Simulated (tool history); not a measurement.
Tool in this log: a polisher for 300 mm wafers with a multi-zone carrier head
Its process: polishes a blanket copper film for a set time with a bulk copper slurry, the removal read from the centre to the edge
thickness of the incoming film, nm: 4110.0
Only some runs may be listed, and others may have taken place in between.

run	hour	flow of slurry (ml/min)	pressure of the head's centre zone	pressure of the head's middle zone	pressure of the head's edge zone	abrasive content of the slurry	polishing time (s)	film removed at the wafer's centre (angstrom)	film removed at mid-radius (angstrom)	film removed at the wafer's edge (angstrom)
1	0	160	1	1	1	1	80	5156	5087.4	4850.2
2	2.4	160	1	1	1.07	1	80	5112.3	5101.5	5312.8
3	5.9	160	1	1	1.07	1.15	80	5329.1	5334.5	5496
4	14.1	170	1.01	1.03	1.07	1.2	80	5548.7	5571.7	5527.7
5	17.6	170	1.01	1.03	1.11	1.2	80	5506.6	5481.5	5582.1
6	18.9	175	1.01	1.05	1.11	1.25	81	5661	5856.6	5898.9
7	27.2	185	1.02	1.07	1.11	1.25	81	5861.3	5927.7	5761.4
8	28.4	185	1.02	1.07	1.11	1.25	81	5814.2	5913.7	5847
9	36.8	190	1.02	1.09	1.11	1.3	81	5922.6	6093.3	5805.5

Run 10 has not been measured yet. What should we expect?
10	39	195	1.02	1.11	1.11	1.35	81	?	?	?

{"run 10": {"film removed at the wafer's centre (angstrom)": 5914.9, "film removed at mid-radius (angstrom)": 6325.6, "film removed at the wafer's edge (angstrom)": 5883.4}}

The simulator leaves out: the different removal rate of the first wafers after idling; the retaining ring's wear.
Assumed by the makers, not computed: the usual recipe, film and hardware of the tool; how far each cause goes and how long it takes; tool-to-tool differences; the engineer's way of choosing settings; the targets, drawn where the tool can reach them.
